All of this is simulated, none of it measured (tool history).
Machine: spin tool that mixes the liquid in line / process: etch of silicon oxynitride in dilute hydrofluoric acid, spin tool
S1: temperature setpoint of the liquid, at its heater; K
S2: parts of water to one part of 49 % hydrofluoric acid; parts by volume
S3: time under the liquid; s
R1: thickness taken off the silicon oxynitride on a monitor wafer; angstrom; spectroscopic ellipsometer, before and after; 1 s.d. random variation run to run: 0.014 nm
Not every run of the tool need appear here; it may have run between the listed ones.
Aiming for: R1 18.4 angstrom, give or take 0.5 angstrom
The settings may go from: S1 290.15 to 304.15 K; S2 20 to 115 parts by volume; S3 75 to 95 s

| run | hour | S1 | S2 | S3 | R1 |
|---|---|---|---|---|---|
| 1 | 0 | 296.15 | 65 | 95 | 26.753 |
| 2 | 4.4 | 296.15 | 65 | 75 | 21.307 |
| 3 | 5.2 | 299.65 | 65 | 75 | 24.99 |
| 4 | 10.4 | 299.65 | 65 | 95 | 31.284 |
| 5 | 14 | 299.65 | 80 | 95 | 25.456 |
| 6 | 21.4 | 302.15 | 80 | 95 | 28.269 |
| 7 | 22.2 | 301.15 | 80 | 95 | 27.258 |
| 8 | 27 | 297.15 | 80 | 95 | 22.301 |
| 9 | 31.2 | 296.65 | 80 | 95 | 21.97 |
| 10 | 35.9 | 296.15 | 80 | 95 | 21.192 |
|  | 43 | hydrofluoric acid flow meter replaced |
| 11 | 43 | 295.65 | 80 | 95 | 19.561 |

5 next moves are on the table. One of them brings every result within its allowed miss. Which?
| A | 50.1 | 292.65 | 65 | 80 | ? |
| B | 50.1 | 302.15 | 95 | 85 | ? |
| C | 50.1 | 298.15 | 80 | 95 | ? |
| D | 50.1 | 292.65 | 70 | 90 | ? |
| E | 50.1 | 295.15 | 70 | 75 | ? |

| move | R1 |
|---|---|
| A | 17.611 |
| B | 19.641 |
| C | 21.956 |
| D | 18.332 |
| E | 17.286 |
A: the result that was furthest off in the last run now lies on the other side of its target
B: further off than the last run
C: further off than the last run
D: each result inside its tolerance
E: the result that was furthest off in the last run now lies on the other side of its target
Correct choice: D, which meets every target
